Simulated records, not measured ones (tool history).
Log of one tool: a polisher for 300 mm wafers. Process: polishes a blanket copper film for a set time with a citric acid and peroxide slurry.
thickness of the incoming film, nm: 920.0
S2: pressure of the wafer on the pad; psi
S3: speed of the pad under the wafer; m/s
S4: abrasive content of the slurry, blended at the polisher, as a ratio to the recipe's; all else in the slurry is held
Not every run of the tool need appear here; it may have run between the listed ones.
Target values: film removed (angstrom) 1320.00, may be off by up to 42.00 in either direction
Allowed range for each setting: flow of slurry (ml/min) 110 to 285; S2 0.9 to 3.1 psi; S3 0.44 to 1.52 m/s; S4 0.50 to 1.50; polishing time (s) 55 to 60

{"run": 1, "hour": 0.0, "flow of slurry (ml/min)": 180, "S2": 2.0, "S3": 0.98, "S4": 1.0, "polishing time (s)": 60, "film removed (angstrom)": 884.63}
{"run": 2, "hour": 2.8, "flow of slurry (ml/min)": 180, "S2": 2.2, "S3": 0.98, "S4": 1.0, "polishing time (s)": 60, "film removed (angstrom)": 967.41}
{"run": 3, "hour": 6.9, "flow of slurry (ml/min)": 180, "S2": 2.4, "S3": 0.98, "S4": 1.0, "polishing time (s)": 60, "film removed (angstrom)": 1056.9}
{"run": 4, "hour": 13.0, "flow of slurry (ml/min)": 180, "S2": 2.4, "S3": 0.98, "S4": 0.9, "polishing time (s)": 60, "film removed (angstrom)": 1022.5}
{"run": 5, "hour": 18.5, "flow of slurry (ml/min)": 210, "S2": 2.4, "S3": 0.98, "S4": 0.9, "polishing time (s)": 60, "film removed (angstrom)": 1062.1}
{"run": 6, "hour": 19.2, "flow of slurry (ml/min)": 215, "S2": 2.4, "S3": 0.98, "S4": 0.9, "polishing time (s)": 60, "film removed (angstrom)": 1025.8}
{"run": 7, "hour": 25.0, "flow of slurry (ml/min)": 215, "S2": 2.5, "S3": 0.98, "S4": 0.9, "polishing time (s)": 60, "film removed (angstrom)": 1092.8}
{"run": 8, "hour": 32.9, "flow of slurry (ml/min)": 215, "S2": 2.7, "S3": 0.98, "S4": 0.9, "polishing time (s)": 60, "film removed (angstrom)": 1176.7}
{"run": 9, "hour": 33.8, "flow of slurry (ml/min)": 215, "S2": 2.9, "S3": 0.98, "S4": 0.9, "polishing time (s)": 60, "film removed (angstrom)": 1275.2}

Next run, 5 choices. One meets every target within its allowed miss, the rest don't. Which?
{"run": "A", "hour": 34.7, "flow of slurry (ml/min)": 280, "S2": 3.0, "S3": 1.12, "S4": 0.75, "polishing time (s)": 55, "film removed (angstrom)": "?"}
{"run": "B", "hour": 34.7, "flow of slurry (ml/min)": 225, "S2": 2.9, "S3": 1.0, "S4": 0.85, "polishing time (s)": 58, "film removed (angstrom)": "?"}
{"run": "C", "hour": 34.7, "flow of slurry (ml/min)": 230, "S2": 3.1, "S3": 0.9, "S4": 0.85, "polishing time (s)": 60, "film removed (angstrom)": "?"}
{"run": "D", "hour": 34.7, "flow of slurry (ml/min)": 200, "S2": 3.0, "S3": 1.14, "S4": 0.75, "polishing time (s)": 59, "film removed (angstrom)": "?"}
{"run": "E", "hour": 34.7, "flow of slurry (ml/min)": 195, "S2": 3.1, "S3": 0.96, "S4": 1.25, "polishing time (s)": 60, "film removed (angstrom)": "?"}

move=A film_removed_(angstrom)=1331.90
move=B film_removed_(angstrom)=1228.90
move=C film_removed_(angstrom)=1227.20
move=D film_removed_(angstrom)=1402.50
move=E film_removed_(angstrom)=1414.60
A: meets every target
B: lands further from the targets than the last run did
C: lands further from the targets than the last run did
D: carries the result that was furthest off beyond its target, to the other side
E: carries the result that was furthest off beyond its target, to the other side
The right move is A.
